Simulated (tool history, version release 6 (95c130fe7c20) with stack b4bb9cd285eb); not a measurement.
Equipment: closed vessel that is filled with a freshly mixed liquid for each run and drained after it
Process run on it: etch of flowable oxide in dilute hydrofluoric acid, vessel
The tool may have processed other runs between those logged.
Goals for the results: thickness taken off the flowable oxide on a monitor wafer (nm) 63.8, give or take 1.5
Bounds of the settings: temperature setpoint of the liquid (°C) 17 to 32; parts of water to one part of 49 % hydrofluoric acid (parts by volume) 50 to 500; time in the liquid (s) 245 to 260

run,hour,temperature setpoint of the liquid (°C),parts of water to one part of 49 % hydrofluoric acid (parts by volume),time in the liquid (s),thickness taken off the flowable oxide on a monitor wafer (nm)
1,0,24,275,245,37.194
2,7.5,24,215,245,50.168
3,13.9,22.5,215,245,47.559
4,16.5,23.5,215,245,49.395
5,18.2,24.5,215,245,51.483
6,26.3,24.5,215,245,51.583
7,33.1,25,215,245,52.433
8,39.8,25.5,215,245,53.505
9,40.6,26,215,245,54.33
10,43.5,26.5,215,245,55.058
11,50.7,27,215,245,55.848
12,56.5,27.5,215,245,56.899
13,62.8,28,215,245,58.087
14,68.9,28.5,215,245,58.847
15,69.7,29,215,245,60.765

4 next moves are on the table. One of them brings every result within its allowed miss. Which?
A,70.5,29,225,250,?
B,70.5,28,210,260,?
C,70.5,32,235,250,?
D,70.5,27.5,220,260,?

move,thickness taken off the flowable oxide on a monitor wafer (nm)
A,58.13
B,63.666
C,60.827
D,59.033
A: the biggest miss grows against the last run
B: all results land within tolerance of their targets
C: no better and no worse than the last run
D: the biggest miss grows against the last run
B meets every target.
